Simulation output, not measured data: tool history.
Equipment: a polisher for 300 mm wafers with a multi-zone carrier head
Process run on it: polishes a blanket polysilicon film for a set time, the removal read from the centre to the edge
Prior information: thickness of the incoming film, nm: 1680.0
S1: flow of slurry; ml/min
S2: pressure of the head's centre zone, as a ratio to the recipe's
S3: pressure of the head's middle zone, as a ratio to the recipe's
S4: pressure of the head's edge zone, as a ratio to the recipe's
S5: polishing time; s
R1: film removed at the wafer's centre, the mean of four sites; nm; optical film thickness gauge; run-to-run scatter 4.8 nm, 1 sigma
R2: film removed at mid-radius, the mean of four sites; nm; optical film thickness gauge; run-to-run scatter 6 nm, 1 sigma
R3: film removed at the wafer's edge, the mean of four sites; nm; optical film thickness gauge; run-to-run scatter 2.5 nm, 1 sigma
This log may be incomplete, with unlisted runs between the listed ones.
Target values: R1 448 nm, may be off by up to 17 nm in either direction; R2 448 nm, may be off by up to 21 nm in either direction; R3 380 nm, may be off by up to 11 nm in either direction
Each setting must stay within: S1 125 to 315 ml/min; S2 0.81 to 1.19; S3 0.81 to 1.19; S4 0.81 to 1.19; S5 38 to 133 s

run  hour   S1    S2    S3    S4   S5      R1      R2      R3
  1     0  205     1     1     1   85  524.19  525.86  522.09
  2     7  205  1.01  1.01  0.97   82  503.03   509.9   494.1
  3   9.9  185  1.01  1.01  0.97   82  498.33  509.43  490.84
  4  15.1  185  1.01  1.01  0.97  103  635.24  634.31  618.03
  5    23  185  1.03  1.02  0.95   97  591.09  611.31  573.37
  6  28.9  185  1.03  1.05  0.95   97  600.22  620.78  570.95
  7    33  185  1.05  1.05  0.93   91  574.12  582.31  538.04
  8  34.2  190  1.06  1.06  0.91   86  540.85  552.22  497.32
  9  37.8  190  1.06  1.06  0.91   86  540.63  545.39  496.39
 10  43.3  190  1.07  1.07   0.9   83  531.29  542.02  483.25
 11    51  190  1.08  1.07  0.89   80  518.77  518.06  459.81
 12  52.4  190  1.08  1.07  0.88   78  492.83  502.16  443.57

Consider the 5 candidate settings below. Which is the only one whose results all fall within their allowed miss of target?
  A  53.8  190  1.01  0.96  0.93  93   ?   ?   ?
  B  53.8  200  0.85  1.17  0.81  85   ?   ?   ?
  C  53.8  160  1.11  1.08  0.82  69   ?   ?   ?
  D  53.8  235   1.1  1.08  0.82  74   ?   ?   ?
  E  53.8  260  1.06  1.12  0.97  83   ?   ?   ?

move      R1      R2      R3
   A  568.11  556.95  545.66
   B  456.32  606.32  469.22
   C  445.73  447.58  376.38
   D   497.1  500.51  416.31
   E  546.94  584.78  507.63
A: moves away from the targets compared with the last run
B: moves away from the targets compared with the last run
C: all results in spec
D: nearer than the last run, and not there yet
E: moves away from the targets compared with the last run
Correct choice: C, which meets every target
